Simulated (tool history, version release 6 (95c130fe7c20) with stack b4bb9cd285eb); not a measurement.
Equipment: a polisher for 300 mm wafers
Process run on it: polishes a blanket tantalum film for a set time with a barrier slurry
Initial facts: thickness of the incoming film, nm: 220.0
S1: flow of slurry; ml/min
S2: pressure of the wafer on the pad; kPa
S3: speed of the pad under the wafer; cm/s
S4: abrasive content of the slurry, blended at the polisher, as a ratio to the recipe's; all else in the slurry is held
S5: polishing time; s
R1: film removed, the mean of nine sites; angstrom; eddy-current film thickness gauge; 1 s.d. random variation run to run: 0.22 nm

| run | hour | S1 | S2 | S3 | S4 | S5 | R1 |
|---|---|---|---|---|---|---|---|
| 1 | 0 | 310 | 9 | 80 | 1 | 57 | 452.08 |
| 2 | 2.9 | 310 | 7.6 | 70 | 1 | 57 | 357.54 |
| 3 | 4.9 | 310 | 7.6 | 70 | 1 | 60 | 370.68 |
| 4 | 9.1 | 310 | 7.6 | 70 | 1.2 | 60 | 394.51 |
| 5 | 13.2 | 310 | 7.6 | 56 | 1.2 | 60 | 347.89 |
| 6 | 16.2 | 300 | 6.9 | 50 | 1.15 | 59 | 286.73 |

Run 7 is up next; what results do you expect?
| 7 | 23.5 | 295 | 6.2 | 46 | 1.1 | 58 | ? |

Run 7 yielded R1 240.1 angstrom.
